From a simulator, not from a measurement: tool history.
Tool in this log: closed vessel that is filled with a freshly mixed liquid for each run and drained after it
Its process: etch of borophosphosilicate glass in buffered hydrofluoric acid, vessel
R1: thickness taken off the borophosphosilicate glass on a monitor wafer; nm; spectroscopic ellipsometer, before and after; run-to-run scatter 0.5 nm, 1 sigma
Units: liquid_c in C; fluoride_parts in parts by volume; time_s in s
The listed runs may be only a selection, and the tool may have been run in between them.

Run 1, hour 0: liquid_c 24 C, fluoride_parts 14.5 parts by volume, time_s 90 s. Result: R1 92.347 nm.
Run 2, hour 5.5: liquid_c 22 C, fluoride_parts 14.5 parts by volume, time_s 90 s. Result: R1 82.839 nm.
Run 3, hour 13.1: liquid_c 22 C, fluoride_parts 14.5 parts by volume, time_s 90 s. Result: R1 83.473 nm.
Run 4, hour 20.6: liquid_c 21.5 C, fluoride_parts 14.5 parts by volume, time_s 90 s. Result: R1 81.193 nm.
Run 5, hour 22.5: liquid_c 25 C, fluoride_parts 14.5 parts by volume, time_s 90 s. Result: R1 98.322 nm.
Run 6, hour 25.4: liquid_c 22.5 C, fluoride_parts 14.5 parts by volume, time_s 90 s. Result: R1 85.565 nm.
Run 7, hour 27.6: liquid_c 22 C, fluoride_parts 14.5 parts by volume, time_s 90 s. Result: R1 82.765 nm.

Run 8 comes next. What will it give?
Run 8, hour 36.7: liquid_c 21.5 C, fluoride_parts 14.5 parts by volume, time_s 90 s. Result: R1 ?.

R1: 81.502 nm
